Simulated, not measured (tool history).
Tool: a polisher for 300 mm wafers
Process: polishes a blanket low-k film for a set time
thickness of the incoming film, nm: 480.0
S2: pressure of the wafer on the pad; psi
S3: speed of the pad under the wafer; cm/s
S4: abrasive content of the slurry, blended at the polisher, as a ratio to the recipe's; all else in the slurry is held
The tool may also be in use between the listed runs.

{"run": 1, "hour": 0.0, "flow of slurry (ml/min)": 220, "S2": 2.4, "S3": 80, "S4": 1, "polishing time (s)": 76, "film removed (angstrom)": 341.71}
{"run": 2, "hour": 6.7, "flow of slurry (ml/min)": 220, "S2": 2.4, "S3": 80, "S4": 1, "polishing time (s)": 80, "film removed (angstrom)": 354.38}
{"run": 3, "hour": 7.8, "flow of slurry (ml/min)": 220, "S2": 2.4, "S3": 80, "S4": 1, "polishing time (s)": 80, "film removed (angstrom)": 360.98}
{"run": 4, "hour": 10.5, "flow of slurry (ml/min)": 220, "S2": 2.3, "S3": 80, "S4": 1, "polishing time (s)": 80, "film removed (angstrom)": 339.04}
{"run": 5, "hour": 17.7, "flow of slurry (ml/min)": 220, "S2": 2.2, "S3": 80, "S4": 1, "polishing time (s)": 80, "film removed (angstrom)": 329.55}
{"run": 6, "hour": 18.9, "flow of slurry (ml/min)": 220, "S2": 2.1, "S3": 80, "S4": 1, "polishing time (s)": 80, "film removed (angstrom)": 326.33}

The next listed run, before its measurement:
{"run": 7, "hour": 20.8, "flow of slurry (ml/min)": 220, "S2": 2, "S3": 80, "S4": 1, "polishing time (s)": 80, "film removed (angstrom)": "?"}

film removed (angstrom): 308.16
